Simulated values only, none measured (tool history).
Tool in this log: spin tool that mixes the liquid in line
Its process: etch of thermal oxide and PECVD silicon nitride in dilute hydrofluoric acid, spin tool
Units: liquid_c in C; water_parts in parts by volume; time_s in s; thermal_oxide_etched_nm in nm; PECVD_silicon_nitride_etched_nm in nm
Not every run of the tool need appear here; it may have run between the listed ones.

run,day,liquid_c,water_parts,time_s,thermal_oxide_etched_nm,PECVD_silicon_nitride_etched_nm
1,0.000,24.0,70,180,11.296,9.4081
2,0.300,27.5,70,180,13.084,12.1040
3,0.342,27.5,70,240,17.295,15.6670
4,0.500,27.5,70,290,21.123,19.2340
# day 0.600: hydrofluoric acid flow meter replaced
5,0.600,26.5,65,290,24.702,21.8800
6,0.862,25.5,65,290,24.133,20.5490
7,1.162,25.0,65,290,23.512,19.8550

Predict the results of run 8:
8,1.488,24.5,65,290,?,?

Run 8 came out at thermal_oxide_etched_nm 23.157 nm, PECVD_silicon_nitride_etched_nm 19.1250 nm.
